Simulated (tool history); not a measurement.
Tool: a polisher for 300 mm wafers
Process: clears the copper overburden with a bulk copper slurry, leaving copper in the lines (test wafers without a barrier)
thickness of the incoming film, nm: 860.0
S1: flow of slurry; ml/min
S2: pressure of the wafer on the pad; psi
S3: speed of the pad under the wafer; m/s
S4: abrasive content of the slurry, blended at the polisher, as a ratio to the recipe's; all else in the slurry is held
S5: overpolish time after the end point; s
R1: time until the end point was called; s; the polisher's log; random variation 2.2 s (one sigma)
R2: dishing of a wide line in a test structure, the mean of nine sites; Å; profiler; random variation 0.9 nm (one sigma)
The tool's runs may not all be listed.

| run | hour | S1 | S2 | S3 | S4 | S5 | R1 | R2 |
|---|---|---|---|---|---|---|---|---|
| 1 | 0 | 225 | 2.4 | 1.04 | 1 | 12 | 92.364 | 692.86 |
| 2 | 5.4 | 225 | 2.4 | 1.04 | 1 | 9 | 92.251 | 504.39 |
| 3 | 5.9 | 225 | 2.3 | 1.04 | 1 | 9 | 94.968 | 507.81 |
| 4 | 9.4 | 225 | 2.2 | 1.04 | 1 | 9 | 95.944 | 491.96 |
| 5 | 11.1 | 225 | 2.1 | 1.02 | 1 | 9 | 102.69 | 481.85 |
| 6 | 14.5 | 265 | 2.1 | 1.02 | 1 | 9 | 102.07 | 495.41 |
| 7 | 15.4 | 265 | 2 | 1.02 | 1 | 9 | 102.09 | 477.89 |

Run 8 comes next. What will it give?
| 8 | 18.5 | 265 | 1.9 | 1.02 | 1 | 9 | ? | ? |

R1: 109.84 s
R2: 470.31 Å
